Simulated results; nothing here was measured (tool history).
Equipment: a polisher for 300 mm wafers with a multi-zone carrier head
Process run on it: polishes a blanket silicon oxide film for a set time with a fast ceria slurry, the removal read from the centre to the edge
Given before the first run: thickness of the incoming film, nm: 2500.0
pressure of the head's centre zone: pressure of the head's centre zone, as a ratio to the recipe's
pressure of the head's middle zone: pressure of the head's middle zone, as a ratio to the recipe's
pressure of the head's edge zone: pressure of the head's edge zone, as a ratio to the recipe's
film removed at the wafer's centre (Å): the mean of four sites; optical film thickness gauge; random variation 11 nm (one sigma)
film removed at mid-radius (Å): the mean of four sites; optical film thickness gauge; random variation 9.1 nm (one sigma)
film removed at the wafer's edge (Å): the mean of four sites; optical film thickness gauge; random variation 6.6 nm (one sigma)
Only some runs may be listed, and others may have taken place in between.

| run | hour | flow of slurry (ml/min) | pressure of the head's centre zone | pressure of the head's middle zone | pressure of the head's edge zone | polishing time (s) | film removed at the wafer's centre (Å) | film removed at mid-radius (Å) | film removed at the wafer's edge (Å) |
|---|---|---|---|---|---|---|---|---|---|
| 1 | 0 | 200 | 1 | 1 | 1 | 42 | 6144.1 | 6008.2 | 5857.6 |
| 2 | 1 | 235 | 1 | 1 | 1 | 42 | 6304.1 | 6290.2 | 5991.3 |
| 3 | 4.9 | 235 | 1.04 | 1 | 1 | 42 | 6483.3 | 6248.7 | 5944.8 |
| 4 | 13.2 | 245 | 1.02 | 1.03 | 1.03 | 44 | 6743.5 | 6710.5 | 6319.1 |
| 5 | 17.6 | 250 | 1 | 1.05 | 1.04 | 46 | 6730.6 | 7019.5 | 6743.1 |
| 6 | 20 | 260 | 1 | 1.08 | 1.04 | 48 | 7220.6 | 7540.7 | 7022.7 |

For run 7, what comes out?
| 7 | 27.6 | 265 | 0.99 | 1.1 | 1.04 | 49 | ? | ? | ? |

film removed at the wafer's centre (Å): 7174
film removed at mid-radius (Å): 7842
film removed at the wafer's edge (Å): 7174
